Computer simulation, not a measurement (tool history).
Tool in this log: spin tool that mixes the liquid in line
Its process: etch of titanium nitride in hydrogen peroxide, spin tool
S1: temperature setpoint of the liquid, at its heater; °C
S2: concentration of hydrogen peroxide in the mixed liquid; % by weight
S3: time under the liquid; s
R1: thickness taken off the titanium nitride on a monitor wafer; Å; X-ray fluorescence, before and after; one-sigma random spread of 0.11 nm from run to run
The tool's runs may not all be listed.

run  hour    S1    S2   S3      R1
  1     0    49  17.5  140  105.02
  2     2    49  17.5  150  112.19
  3     7    56  17.5  150  182.53
  4  14.9  62.5  17.5  150  291.97
  5  20.5  62.5  17.5  150  287.72
  6  26.5  62.5    20  150  296.71

What does the tool deliver on the next run?
  7  27.2  58.5  20  150   ?

{"run 7": {"R1": 223.46}}
